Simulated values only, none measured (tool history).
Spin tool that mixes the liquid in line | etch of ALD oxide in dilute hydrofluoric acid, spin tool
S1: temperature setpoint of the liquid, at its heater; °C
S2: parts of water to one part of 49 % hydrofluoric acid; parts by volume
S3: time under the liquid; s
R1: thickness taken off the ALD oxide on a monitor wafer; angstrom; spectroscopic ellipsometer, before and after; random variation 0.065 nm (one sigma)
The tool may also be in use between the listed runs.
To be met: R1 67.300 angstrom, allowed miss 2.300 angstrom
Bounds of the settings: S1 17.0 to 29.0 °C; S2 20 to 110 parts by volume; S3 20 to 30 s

run 1 hour=0.0 | S1=21.0 S2=60 S3=30 | R1=97.357
run 2 hour=8.7 | S1=20.0 S2=65 S3=30 | R1=84.135
run 3 hour=16.6 | S1=20.0 S2=85 S3=30 | R1=63.922
run 4 hour=25.4 | S1=20.0 S2=65 S3=30 | R1=84.924
run 5 hour=30.9 | S1=20.0 S2=45 S3=30 | R1=126.990
run 6 hour=32.3 | S1=19.5 S2=55 S3=30 | R1=98.607
run 7 hour=38.4 | S1=19.0 S2=60 S3=30 | R1=88.086
run 8 hour=46.2 | S1=18.5 S2=65 S3=30 | R1=79.507
run 9 hour=47.1 | S1=18.0 S2=65 S3=30 | R1=78.443
run 10 hour=51.1 | S1=17.5 S2=65 S3=30 | R1=76.536

Which of these 5 next moves meets every target?
run A hour=55.1 | S1=17.5 S2=45 S3=20 | R1=?
run B hour=55.1 | S1=18.5 S2=75 S3=30 | R1=?
run C hour=55.1 | S1=18.0 S2=80 S3=30 | R1=?
run D hour=55.1 | S1=17.0 S2=80 S3=30 | R1=?
run E hour=55.1 | S1=17.0 S2=55 S3=25 | R1=?

move=A R1=74.978
move=B R1=68.091
move=C R1=62.153
move=D R1=59.567
move=E R1=74.199
A: nearer than the last run, and not there yet
B: meets every target
C: takes the result that was furthest off past its target
D: takes the result that was furthest off past its target
E: nearer than the last run, and not there yet
The right move is B.
